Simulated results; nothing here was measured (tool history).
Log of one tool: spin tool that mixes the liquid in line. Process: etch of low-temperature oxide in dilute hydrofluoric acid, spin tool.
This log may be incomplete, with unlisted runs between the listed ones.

| run | hour | temperature setpoint of the liquid (C) | parts of water to one part of 49 % hydrofluoric acid (parts by volume) | time under the liquid (s) | thickness taken off the low-temperature oxide on a monitor wafer (angstrom) |
|---|---|---|---|---|---|
| 1 | 0 | 20 | 85 | 260 | 422.97 |
| 2 | 3.6 | 19 | 90 | 260 | 383.78 |
| 3 | 9 | 18.5 | 90 | 260 | 375.79 |
| 4 | 11.4 | 17 | 90 | 260 | 350.96 |
| 5 | 16.8 | 17 | 95 | 260 | 329.29 |
| 6 | 22.9 | 17 | 120 | 260 | 254.85 |
| 7 | 24.9 | 18.5 | 120 | 260 | 270.05 |
| 8 | 31.2 | 19.5 | 120 | 260 | 283.31 |
| 9 | 38.7 | 20 | 120 | 260 | 288.71 |
| 10 | 46.5 | 20.5 | 120 | 260 | 294.27 |
| 11 | 50.2 | 21 | 120 | 260 | 298.61 |

What will run 12 give?
| 12 | 57.9 | 21.5 | 120 | 260 | ? |

{"run 12": {"thickness taken off the low-temperature oxide on a monitor wafer (angstrom)": 304.92}}
